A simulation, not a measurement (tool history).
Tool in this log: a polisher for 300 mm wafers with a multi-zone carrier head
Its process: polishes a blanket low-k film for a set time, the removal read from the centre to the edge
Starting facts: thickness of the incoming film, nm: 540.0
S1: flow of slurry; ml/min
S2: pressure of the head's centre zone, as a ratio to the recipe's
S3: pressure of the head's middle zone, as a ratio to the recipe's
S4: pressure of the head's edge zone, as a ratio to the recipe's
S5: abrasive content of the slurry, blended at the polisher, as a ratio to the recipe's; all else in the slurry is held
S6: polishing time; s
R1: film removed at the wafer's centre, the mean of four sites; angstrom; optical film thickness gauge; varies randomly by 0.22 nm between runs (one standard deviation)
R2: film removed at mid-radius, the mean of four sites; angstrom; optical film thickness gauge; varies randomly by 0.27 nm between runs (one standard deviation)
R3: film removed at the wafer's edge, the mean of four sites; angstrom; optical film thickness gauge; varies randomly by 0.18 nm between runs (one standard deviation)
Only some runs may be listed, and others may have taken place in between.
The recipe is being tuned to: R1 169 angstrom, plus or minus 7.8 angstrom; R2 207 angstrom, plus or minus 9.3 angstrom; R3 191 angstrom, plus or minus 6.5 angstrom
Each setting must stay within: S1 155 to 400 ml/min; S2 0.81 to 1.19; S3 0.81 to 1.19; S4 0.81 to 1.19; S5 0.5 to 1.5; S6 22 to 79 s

{"run": 1, "hour": 0.0, "S1": 255, "S2": 1, "S3": 1, "S4": 1, "S5": 1, "S6": 50, "R1": 164.02, "R2": 174.42, "R3": 165.35}
{"run": 2, "hour": 8.5, "S1": 255, "S2": 1, "S3": 1, "S4": 1, "S5": 0.9, "S6": 50, "R1": 147.2, "R2": 156.02, "R3": 152.79}
{"run": 3, "hour": 13.0, "S1": 300, "S2": 1, "S3": 1, "S4": 1, "S5": 0.9, "S6": 50, "R1": 152.29, "R2": 161.87, "R3": 157.77}
{"run": 4, "hour": 19.7, "S1": 305, "S2": 1, "S3": 1.01, "S4": 1.02, "S5": 0.9, "S6": 50, "R1": 150.47, "R2": 156.47, "R3": 156.79}
{"run": 5, "hour": 24.4, "S1": 305, "S2": 0.99, "S3": 1.01, "S4": 1.02, "S5": 0.95, "S6": 50, "R1": 159.37, "R2": 171.07, "R3": 164.52}
{"run": 6, "hour": 31.4, "S1": 305, "S2": 1.03, "S3": 1.01, "S4": 1.02, "S5": 0.95, "S6": 50, "R1": 162.35, "R2": 164.97, "R3": 163.11}
{"run": 7, "hour": 36.0, "S1": 305, "S2": 1.02, "S3": 1.02, "S4": 1.03, "S5": 0.95, "S6": 50, "R1": 160.22, "R2": 166.48, "R3": 162.24}
{"run": 8, "hour": 39.4, "S1": 310, "S2": 0.93, "S3": 1.12, "S4": 1.13, "S5": 1.2, "S6": 51, "R1": 176.29, "R2": 218.07, "R3": 198.94}

Exactly one of the 5 candidate moves below puts every result within its allowed miss. Which one?
{"run": "A", "hour": 42.8, "S1": 285, "S2": 0.9, "S3": 1.19, "S4": 1.11, "S5": 1.25, "S6": 49, "R1": "?", "R2": "?", "R3": "?"}
{"run": "B", "hour": 42.8, "S1": 295, "S2": 0.98, "S3": 1.16, "S4": 0.95, "S5": 1.45, "S6": 47, "R1": "?", "R2": "?", "R3": "?"}
{"run": "C", "hour": 42.8, "S1": 305, "S2": 1.01, "S3": 1.19, "S4": 1.15, "S5": 0.85, "S6": 63, "R1": "?", "R2": "?", "R3": "?"}
{"run": "D", "hour": 42.8, "S1": 335, "S2": 0.94, "S3": 1.11, "S4": 1.18, "S5": 1.1, "S6": 51, "R1": "?", "R2": "?", "R3": "?"}
{"run": "E", "hour": 42.8, "S1": 285, "S2": 0.96, "S3": 1.13, "S4": 1.13, "S5": 1.15, "S6": 56, "R1": "?", "R2": "?", "R3": "?"}

move=A R1=166.94 R2=218.54 R3=192
move=B R1=186.75 R2=220.59 R3=188.7
move=C R1=186.55 R2=218.74 R3=194.27
move=D R1=171.26 R2=202.43 R3=192.34
move=E R1=193.73 R2=228.24 R3=211.15
A: brings the result that was furthest off to its target, and leaves another outside
B: brings the result that was furthest off to its target, and leaves another outside
C: brings the result that was furthest off to its target, and leaves another outside
D: each result inside its tolerance
E: the biggest miss grows against the last run
Correct choice: D, which meets every target
